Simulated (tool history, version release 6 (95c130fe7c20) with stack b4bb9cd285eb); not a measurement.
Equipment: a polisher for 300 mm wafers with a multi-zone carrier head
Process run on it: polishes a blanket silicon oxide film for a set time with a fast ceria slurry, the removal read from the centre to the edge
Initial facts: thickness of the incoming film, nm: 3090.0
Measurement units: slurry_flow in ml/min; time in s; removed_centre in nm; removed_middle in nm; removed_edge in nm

run  hour  slurry_flow  centre_zone  middle_zone  edge_zone  time  removed_centre  removed_middle  removed_edge
  1     0          285            1            1          1    84          869.81          904.87        862.24
  2   6.1          280            1         0.95       0.95    73          766.29          739.37        750.07
  3   8.8          280         1.08         0.95       0.95    73          819.88          746.98        737.18
  4  17.1          250         1.08         0.95       0.95    73           812.9          738.65        719.41
  5  22.5          230         1.05         0.94       0.92    66          703.63          654.05           639
  6  28.5          270         1.05         0.94       0.92    66          718.65          672.33        666.74

What does the tool deliver on the next run?
  7    37          245         1.04         0.92       0.89    63               ?               ?             ?

Run 7 measured removed_centre 677.21 nm, removed_middle 619.2 nm, removed_edge 618.35 nm.

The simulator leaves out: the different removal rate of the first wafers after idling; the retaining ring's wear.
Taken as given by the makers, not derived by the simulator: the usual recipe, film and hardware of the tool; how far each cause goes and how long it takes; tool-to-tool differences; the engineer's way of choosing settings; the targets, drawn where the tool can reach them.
